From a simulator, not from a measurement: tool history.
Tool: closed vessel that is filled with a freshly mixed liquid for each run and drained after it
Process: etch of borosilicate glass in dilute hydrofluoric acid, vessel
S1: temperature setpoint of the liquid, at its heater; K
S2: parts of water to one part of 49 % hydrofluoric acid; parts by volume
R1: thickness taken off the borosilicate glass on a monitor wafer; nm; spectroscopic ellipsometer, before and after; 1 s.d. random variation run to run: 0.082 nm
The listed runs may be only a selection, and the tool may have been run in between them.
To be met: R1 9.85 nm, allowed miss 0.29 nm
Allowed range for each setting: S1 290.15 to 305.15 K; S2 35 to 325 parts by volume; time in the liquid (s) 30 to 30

Run 1, hour 0: S1 297.15 K, S2 180 parts by volume, time in the liquid (s) 30. Result: R1 4.8398 nm.
Run 2, hour 4.8: S1 298.15 K, S2 170 parts by volume, time in the liquid (s) 30. Result: R1 5.3489 nm.
Run 3, hour 6.9: S1 298.15 K, S2 205 parts by volume, time in the liquid (s) 30. Result: R1 4.3133 nm.
Run 4, hour 13.4: S1 299.15 K, S2 190 parts by volume, time in the liquid (s) 30. Result: R1 4.9427 nm.
Run 5, hour 16.9: S1 299.15 K, S2 190 parts by volume, time in the liquid (s) 30. Result: R1 4.9216 nm.
Run 6, hour 24.9: S1 300.15 K, S2 180 parts by volume, time in the liquid (s) 30. Result: R1 5.402 nm.
Run 7, hour 33.9: S1 300.65 K, S2 170 parts by volume, time in the liquid (s) 30. Result: R1 5.9079 nm.
Run 8, hour 39.5: S1 301.15 K, S2 160 parts by volume, time in the liquid (s) 30. Result: R1 6.3959 nm.
Run 9, hour 46.5: S1 301.65 K, S2 155 parts by volume, time in the liquid (s) 30. Result: R1 6.8646 nm.
Run 10, hour 53.2: S1 302.15 K, S2 150 parts by volume, time in the liquid (s) 30. Result: R1 7.2255 nm.
At hour 55.8: thermometer replaced.
Run 11, hour 55.8: S1 302.65 K, S2 145 parts by volume, time in the liquid (s) 30. Result: R1 8.3603 nm.
Run 12, hour 63.5: S1 303.15 K, S2 145 parts by volume, time in the liquid (s) 30. Result: R1 8.6114 nm.
Run 13, hour 67: S1 303.65 K, S2 145 parts by volume, time in the liquid (s) 30. Result: R1 8.5924 nm.
Run 14, hour 70.6: S1 304.65 K, S2 140 parts by volume, time in the liquid (s) 30. Result: R1 9.3834 nm.

Below are 4 possible settings for the next run. Only one of them brings all results inside the allowed miss of their targets. Which is it?
Run A, hour 74.2: S1 305.15 K, S2 150 parts by volume, time in the liquid (s) 30. Result: R1 ?.
Run B, hour 74.2: S1 303.15 K, S2 130 parts by volume, time in the liquid (s) 30. Result: R1 ?.
Run C, hour 74.2: S1 297.15 K, S2 115 parts by volume, time in the liquid (s) 30. Result: R1 ?.
Run D, hour 74.2: S1 305.15 K, S2 145 parts by volume, time in the liquid (s) 30. Result: R1 ?.

move      R1
   A  8.9276
   B  9.8521
   C  9.0449
   D  9.2992
A: lands further from the targets than the last run did
B: meets every target
C: lands further from the targets than the last run did
D: lands further from the targets than the last run did
Go with B: it meets all targets.

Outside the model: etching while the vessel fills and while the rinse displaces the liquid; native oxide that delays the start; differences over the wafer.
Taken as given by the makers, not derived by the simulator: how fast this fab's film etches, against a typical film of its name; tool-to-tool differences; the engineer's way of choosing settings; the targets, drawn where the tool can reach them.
